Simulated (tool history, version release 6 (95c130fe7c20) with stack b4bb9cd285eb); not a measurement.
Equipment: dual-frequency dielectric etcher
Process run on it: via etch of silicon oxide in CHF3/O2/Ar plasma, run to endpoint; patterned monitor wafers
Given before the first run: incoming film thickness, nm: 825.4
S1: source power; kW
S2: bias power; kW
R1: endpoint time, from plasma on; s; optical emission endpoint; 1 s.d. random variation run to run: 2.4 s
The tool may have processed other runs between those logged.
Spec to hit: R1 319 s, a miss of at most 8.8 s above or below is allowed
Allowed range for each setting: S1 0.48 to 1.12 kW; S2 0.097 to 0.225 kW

{"run": 1, "hour": 0.0, "S1": 0.8, "S2": 0.161, "R1": 383.41}
{"run": 2, "hour": 7.5, "S1": 0.87, "S2": 0.168, "R1": 361.84}
{"run": 3, "hour": 10.4, "S1": 0.73, "S2": 0.168, "R1": 389.74}
{"run": 4, "hour": 13.0, "S1": 0.66, "S2": 0.168, "R1": 398.47}
{"run": 5, "hour": 20.8, "S1": 0.66, "S2": 0.147, "R1": 428.8}
{"run": 6, "hour": 26.2, "S1": 0.6, "S2": 0.147, "R1": 434.77}
{"run": 7, "hour": 34.6, "S1": 0.7, "S2": 0.161, "R1": 399.38}
{"run": 8, "hour": 35.6, "S1": 0.78, "S2": 0.169, "R1": 385.74}
{"run": 9, "hour": 41.7, "S1": 0.78, "S2": 0.169, "R1": 383.75}
{"run": 10, "hour": 47.4, "S1": 0.85, "S2": 0.177, "R1": 361.66}

Exactly one of the 5 candidate moves below puts every result within its allowed miss. Which one?
{"run": "A", "hour": 53.1, "S1": 1.01, "S2": 0.179, "R1": "?"}
{"run": "B", "hour": 53.1, "S1": 1.12, "S2": 0.145, "R1": "?"}
{"run": "C", "hour": 53.1, "S1": 1.04, "S2": 0.172, "R1": "?"}
{"run": "D", "hour": 53.1, "S1": 1.05, "S2": 0.205, "R1": "?"}
{"run": "E", "hour": 53.1, "S1": 1.12, "S2": 0.154, "R1": "?"}

move=A R1=337.03
move=B R1=345.8
move=C R1=337.59
move=D R1=318.2
move=E R1=339.66
A: closes in on the targets versus the last run, not all within tolerance yet
B: closes in on the targets versus the last run, not all within tolerance yet
C: closes in on the targets versus the last run, not all within tolerance yet
D: hits every target within its allowed miss
E: closes in on the targets versus the last run, not all within tolerance yet
D is the move that brings every result within its allowed miss.

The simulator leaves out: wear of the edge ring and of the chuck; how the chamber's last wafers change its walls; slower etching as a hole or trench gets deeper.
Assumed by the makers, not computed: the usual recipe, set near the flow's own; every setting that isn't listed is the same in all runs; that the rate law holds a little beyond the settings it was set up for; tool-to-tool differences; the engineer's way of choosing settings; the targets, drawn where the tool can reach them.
